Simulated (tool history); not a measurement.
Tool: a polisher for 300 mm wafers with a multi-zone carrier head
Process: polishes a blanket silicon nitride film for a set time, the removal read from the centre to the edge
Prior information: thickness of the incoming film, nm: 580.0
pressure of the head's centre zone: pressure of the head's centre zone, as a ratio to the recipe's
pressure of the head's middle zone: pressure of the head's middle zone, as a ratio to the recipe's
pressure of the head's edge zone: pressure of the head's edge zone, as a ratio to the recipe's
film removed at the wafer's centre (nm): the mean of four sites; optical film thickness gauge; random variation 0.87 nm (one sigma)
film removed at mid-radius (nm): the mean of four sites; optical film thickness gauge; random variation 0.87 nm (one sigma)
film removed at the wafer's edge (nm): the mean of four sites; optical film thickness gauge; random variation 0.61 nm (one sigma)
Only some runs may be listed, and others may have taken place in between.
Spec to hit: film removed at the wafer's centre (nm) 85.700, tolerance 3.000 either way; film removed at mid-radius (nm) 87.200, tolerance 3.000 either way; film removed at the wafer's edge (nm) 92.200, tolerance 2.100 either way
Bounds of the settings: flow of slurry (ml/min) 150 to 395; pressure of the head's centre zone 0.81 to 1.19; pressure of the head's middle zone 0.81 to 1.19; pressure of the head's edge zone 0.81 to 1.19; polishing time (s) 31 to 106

run	hour	flow of slurry (ml/min)	pressure of the head's centre zone	pressure of the head's middle zone	pressure of the head's edge zone	polishing time (s)	film removed at the wafer's centre (nm)	film removed at mid-radius (nm)	film removed at the wafer's edge (nm)
1	0.0	250	1.00	1.00	1.00	68	71.464	73.574	73.635
2	3.8	250	1.00	1.00	1.00	56	59.357	59.238	61.136
3	8.7	260	1.01	1.00	1.04	60	63.559	63.761	67.005
4	11.7	235	1.01	1.00	1.04	60	64.396	63.406	66.429
5	19.5	295	1.01	1.00	1.04	60	65.731	65.706	67.491
6	20.5	295	1.01	1.00	1.04	68	75.785	73.902	77.461
7	24.2	305	1.01	1.02	1.07	69	76.265	75.703	79.235
8	31.0	310	1.01	1.03	1.09	70	77.817	77.783	80.807
9	31.6	315	1.01	1.04	1.11	71	79.664	79.624	83.386
10	38.1	320	1.01	1.05	1.12	72	78.814	81.535	85.241
11	45.6	330	1.02	1.06	1.13	73	82.121	83.908	86.727
12	47.7	335	1.02	1.06	1.14	73	80.260	84.047	87.645
13	53.2	360	1.08	1.07	1.19	75	90.523	88.200	92.301

Next run, 5 choices. One meets every target within its allowed miss, the rest don't. Which?
A	58.7	335	1.15	1.08	1.19	76	?	?	?
B	58.7	360	1.03	1.06	1.19	75	?	?	?
C	58.7	375	1.09	1.02	1.18	76	?	?	?
D	58.7	390	1.09	1.04	1.19	76	?	?	?
E	58.7	345	1.13	0.98	1.19	77	?	?	?

move	film removed at the wafer's centre (nm)	film removed at mid-radius (nm)	film removed at the wafer's edge (nm)
A	97.757	89.681	91.793
B	86.929	87.711	91.053
C	93.577	86.288	92.149
D	93.909	87.992	92.755
E	97.525	83.906	93.315
A: its largest miss is bigger than the last run's
B: all results in spec
C: its largest miss is bigger than the last run's
D: its largest miss is bigger than the last run's
E: its largest miss is bigger than the last run's
Move B is the one to make.

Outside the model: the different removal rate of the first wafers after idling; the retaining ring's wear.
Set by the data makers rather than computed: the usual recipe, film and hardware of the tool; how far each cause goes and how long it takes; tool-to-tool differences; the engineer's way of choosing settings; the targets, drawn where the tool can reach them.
